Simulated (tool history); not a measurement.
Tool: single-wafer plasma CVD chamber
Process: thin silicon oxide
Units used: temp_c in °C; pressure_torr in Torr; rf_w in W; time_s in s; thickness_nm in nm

run 1 hour=0 | temp_c=395 pressure_torr=0.874 rf_w=365 time_s=8.09 | thickness_nm=14.864
run 2 hour=1.8 | temp_c=389 pressure_torr=0.874 rf_w=365 time_s=8.09 | thickness_nm=14.898
run 3 hour=7.2 | temp_c=389 pressure_torr=0.829 rf_w=365 time_s=8.09 | thickness_nm=14.086
run 4 hour=16.1 | temp_c=389 pressure_torr=0.829 rf_w=365 time_s=8.33 | thickness_nm=14.68
run 5 hour=21 | temp_c=389 pressure_torr=0.79 rf_w=365 time_s=8.33 | thickness_nm=13.888
run 6 hour=24.5 | temp_c=389 pressure_torr=0.878 rf_w=365 time_s=8.33 | thickness_nm=15.445
run 7 hour=25.4 | temp_c=389 pressure_torr=0.878 rf_w=365 time_s=8.33 | thickness_nm=15.402
run 8 hour=32.2 | temp_c=389 pressure_torr=0.831 rf_w=365 time_s=8.33 | thickness_nm=14.557
run 9 hour=40.9 | temp_c=389 pressure_torr=0.796 rf_w=365 time_s=8.33 | thickness_nm=13.918
run 10 hour=49.3 | temp_c=389 pressure_torr=0.627 rf_w=365 time_s=8.33 | thickness_nm=10.377
run 11 hour=50.2 | temp_c=389 pressure_torr=0.643 rf_w=365 time_s=8.33 | thickness_nm=10.781
run 12 hour=55.6 | temp_c=389 pressure_torr=0.655 rf_w=365 time_s=8.33 | thickness_nm=11.01
run 13 hour=57.2 | temp_c=389 pressure_torr=0.743 rf_w=365 time_s=8.33 | thickness_nm=12.892

What will run 14 give?
run 14 hour=64.4 | temp_c=389 pressure_torr=0.743 rf_w=365 time_s=8.33 | thickness_nm=?

{"run 14": {"thickness_nm": 12.922}}
